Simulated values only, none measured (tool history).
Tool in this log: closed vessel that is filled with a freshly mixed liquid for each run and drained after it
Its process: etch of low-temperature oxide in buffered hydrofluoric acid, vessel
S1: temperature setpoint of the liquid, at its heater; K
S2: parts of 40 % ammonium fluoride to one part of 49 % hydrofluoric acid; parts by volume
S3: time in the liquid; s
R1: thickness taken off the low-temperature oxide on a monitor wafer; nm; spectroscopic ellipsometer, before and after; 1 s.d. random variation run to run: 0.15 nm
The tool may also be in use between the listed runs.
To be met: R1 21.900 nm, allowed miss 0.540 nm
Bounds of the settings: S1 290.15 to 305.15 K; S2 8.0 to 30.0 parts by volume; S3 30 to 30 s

| run | hour | S1 | S2 | S3 | R1 |
|---|---|---|---|---|---|
| 1 | 0.0 | 297.15 | 22.5 | 30 | 24.570 |
| 2 | 1.1 | 296.65 | 22.5 | 30 | 23.538 |
| 3 | 8.8 | 296.65 | 19.0 | 30 | 26.943 |
| 4 | 15.1 | 295.65 | 19.0 | 30 | 25.730 |
| 5 | 18.4 | 294.65 | 19.0 | 30 | 24.049 |
| 6 | 21.3 | 294.65 | 14.0 | 30 | 32.663 |
| 7 | 24.7 | 293.65 | 14.5 | 30 | 30.203 |
| 8 | 30.9 | 292.65 | 15.5 | 30 | 26.560 |
| 9 | 33.4 | 292.15 | 16.0 | 30 | 24.979 |
| 10 | 35.6 | 291.65 | 16.0 | 30 | 24.107 |

Exercise: of the 5 proposed moves below, exactly one satisfies all targets within the stated allowed misses. Which move is it?
| A | 37.8 | 291.65 | 16.5 | 30 | ? |
| B | 37.8 | 290.15 | 12.5 | 30 | ? |
| C | 37.8 | 290.65 | 14.0 | 30 | ? |
| D | 37.8 | 290.15 | 15.0 | 30 | ? |
| E | 37.8 | 291.65 | 17.5 | 30 | ? |

| move | R1 |
|---|---|
| A | 23.632 |
| B | 28.476 |
| C | 26.226 |
| D | 23.805 |
| E | 22.299 |
A: nearer than the last run, and not there yet
B: further off than the last run
C: further off than the last run
D: nearer than the last run, and not there yet
E: all results in spec
Answer: E
